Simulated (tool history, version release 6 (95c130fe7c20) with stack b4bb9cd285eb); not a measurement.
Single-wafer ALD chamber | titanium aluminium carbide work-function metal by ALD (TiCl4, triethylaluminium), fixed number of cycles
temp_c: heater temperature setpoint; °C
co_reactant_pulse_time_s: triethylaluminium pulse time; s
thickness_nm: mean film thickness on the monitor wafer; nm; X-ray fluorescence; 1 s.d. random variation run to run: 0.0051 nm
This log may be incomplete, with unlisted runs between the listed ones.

run,hour,temp_c,co_reactant_pulse_time_s,thickness_nm
1,0,320,11.77,2.2416
2,2.8,317,10.68,2.1925
3,7.3,314,9.84,2.146
4,16.3,322,9.84,2.2201
5,21.4,318,9.1,2.1558
6,22.2,316,8.47,2.0889
7,30.3,314,8.17,2.0483
8,38.7,302,6.25,1.7426
9,40.6,303,6.35,1.7615
10,41.1,315,8.91,2.1102

The next listed run, before its measurement:
11,45.6,314,8.78,?

thickness_nm: 2.0937 nm
